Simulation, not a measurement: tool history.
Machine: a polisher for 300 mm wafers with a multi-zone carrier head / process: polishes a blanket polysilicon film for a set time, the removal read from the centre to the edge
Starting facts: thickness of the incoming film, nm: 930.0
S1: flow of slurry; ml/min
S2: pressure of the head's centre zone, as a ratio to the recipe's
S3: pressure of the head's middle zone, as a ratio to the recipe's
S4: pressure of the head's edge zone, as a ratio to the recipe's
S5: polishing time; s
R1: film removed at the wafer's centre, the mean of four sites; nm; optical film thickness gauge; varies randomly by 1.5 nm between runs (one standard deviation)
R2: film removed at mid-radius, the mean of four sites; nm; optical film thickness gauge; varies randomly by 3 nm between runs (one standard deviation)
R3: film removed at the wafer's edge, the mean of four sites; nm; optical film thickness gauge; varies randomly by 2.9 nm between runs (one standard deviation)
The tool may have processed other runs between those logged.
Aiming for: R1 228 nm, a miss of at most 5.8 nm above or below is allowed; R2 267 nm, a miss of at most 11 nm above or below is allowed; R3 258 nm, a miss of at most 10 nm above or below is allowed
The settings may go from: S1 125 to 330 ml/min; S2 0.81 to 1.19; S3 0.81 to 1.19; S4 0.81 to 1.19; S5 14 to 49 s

Run 1, hour 0: S1 210 ml/min, S2 1, S3 1, S4 1, S5 31 s. Result: R1 301.52 nm, R2 305.91 nm, R3 291.79 nm.
Run 2, hour 8.3: S1 205 ml/min, S2 0.98, S3 0.99, S4 0.99, S5 31 s. Result: R1 291.62 nm, R2 300.27 nm, R3 289.13 nm.
Run 3, hour 16.3: S1 205 ml/min, S2 0.98, S3 0.99, S4 0.99, S5 37 s. Result: R1 349.38 nm, R2 358.88 nm, R3 346.28 nm.
Run 4, hour 19.6: S1 160 ml/min, S2 0.98, S3 0.99, S4 0.99, S5 37 s. Result: R1 335.39 nm, R2 343.95 nm, R3 338.29 nm.
Run 5, hour 25.9: S1 160 ml/min, S2 0.96, S3 0.99, S4 0.97, S5 36 s. Result: R1 318.11 nm, R2 338.19 nm, R3 319.65 nm.
Run 6, hour 27.5: S1 160 ml/min, S2 0.96, S3 0.99, S4 0.89, S5 36 s. Result: R1 321.97 nm, R2 332.65 nm, R3 312.58 nm.
Run 7, hour 29.6: S1 155 ml/min, S2 0.94, S3 0.98, S4 0.89, S5 35 s. Result: R1 303.25 nm, R2 328.96 nm, R3 307.6 nm.
Run 8, hour 32.8: S1 155 ml/min, S2 0.93, S3 0.97, S4 0.89, S5 34 s. Result: R1 290.8 nm, R2 312.83 nm, R3 294.74 nm.
Run 9, hour 39.8: S1 150 ml/min, S2 0.92, S3 0.96, S4 0.89, S5 33 s. Result: R1 275.95 nm, R2 301.94 nm, R3 287.25 nm.
Run 10, hour 46: S1 150 ml/min, S2 0.91, S3 0.95, S4 0.89, S5 33 s. Result: R1 271.36 nm, R2 298.3 nm, R3 280.33 nm.
Run 11, hour 47.1: S1 130 ml/min, S2 0.81, S3 0.89, S4 0.91, S5 31 s. Result: R1 223.26 nm, R2 255.4 nm, R3 266.68 nm.
Run 12, hour 53.8: S1 130 ml/min, S2 0.81, S3 0.9, S4 0.9, S5 31 s. Result: R1 222.21 nm, R2 259.91 nm, R3 268.04 nm.
Run 13, hour 55.4: S1 130 ml/min, S2 0.81, S3 0.9, S4 0.9, S5 31 s. Result: R1 220.28 nm, R2 260.37 nm, R3 260.09 nm.

Which single option among these 5 for the next run brings every result within its allowed miss of target? Just one does.
Run A, hour 57: S1 130 ml/min, S2 0.85, S3 0.85, S4 0.85, S5 30 s. Result: R1 ?, R2 ?, R3 ?.
Run B, hour 57: S1 165 ml/min, S2 0.81, S3 1.02, S4 0.89, S5 28 s. Result: R1 ?, R2 ?, R3 ?.
Run C, hour 57: S1 190 ml/min, S2 0.81, S3 0.92, S4 0.85, S5 30 s. Result: R1 ?, R2 ?, R3 ?.
Run D, hour 57: S1 165 ml/min, S2 0.84, S3 0.87, S4 1.01, S5 32 s. Result: R1 ?, R2 ?, R3 ?.
Run E, hour 57: S1 125 ml/min, S2 0.81, S3 0.95, S4 0.88, S5 31 s. Result: R1 ?, R2 ?, R3 ?.

move      R1      R2      R3
   A  223.68   235.2  251.51
   B  209.28  267.22   245.9
   C  229.68  268.43   263.7
   D  247.85  267.28  295.57
   E  218.28  264.39  261.31
A: gets the furthest-off result to its target, but another result is out of tolerance
B: the biggest miss grows against the last run
C: every result within its allowed miss
D: the result that was furthest off in the last run now lies on the other side of its target
E: the biggest miss grows against the last run
Move C is the one to make.
